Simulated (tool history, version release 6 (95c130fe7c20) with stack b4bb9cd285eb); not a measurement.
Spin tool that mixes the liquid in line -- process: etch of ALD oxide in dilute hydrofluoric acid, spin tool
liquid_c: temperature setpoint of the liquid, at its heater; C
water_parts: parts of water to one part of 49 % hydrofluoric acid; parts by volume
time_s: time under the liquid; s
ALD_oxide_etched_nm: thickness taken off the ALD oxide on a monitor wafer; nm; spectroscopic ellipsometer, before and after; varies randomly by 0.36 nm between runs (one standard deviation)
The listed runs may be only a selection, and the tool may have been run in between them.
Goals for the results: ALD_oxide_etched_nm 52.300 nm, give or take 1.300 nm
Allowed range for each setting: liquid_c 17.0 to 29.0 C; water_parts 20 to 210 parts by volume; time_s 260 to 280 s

run,hour,liquid_c,water_parts,time_s,ALD_oxide_etched_nm
1,0.0,21.0,115,260,24.051
2,5.2,22.0,110,260,26.731
3,11.9,19.0,110,260,23.177
4,14.3,20.0,105,260,25.749
5,16.7,20.0,105,260,25.767
6,18.6,21.0,100,260,28.069
7,27.0,22.0,95,260,30.678
8,30.0,23.0,90,260,34.510
9,36.2,23.5,90,260,35.333
10,40.3,23.5,90,260,35.311

Of the 4 settings listed for the next run, only one would bring every result within its allowed miss of target. Which one?
A,44.4,24.0,80,260,?
B,44.4,25.0,55,260,?
C,44.4,21.0,110,265,?
D,44.4,23.0,65,280,?

move,ALD_oxide_etched_nm
A,40.902
B,64.009
C,25.920
D,53.055
A: an improvement on the last run, though not all results are within tolerance
B: takes the result that was furthest off past its target
C: further off than the last run
D: all results land within tolerance of their targets
Go with D: it meets all targets.

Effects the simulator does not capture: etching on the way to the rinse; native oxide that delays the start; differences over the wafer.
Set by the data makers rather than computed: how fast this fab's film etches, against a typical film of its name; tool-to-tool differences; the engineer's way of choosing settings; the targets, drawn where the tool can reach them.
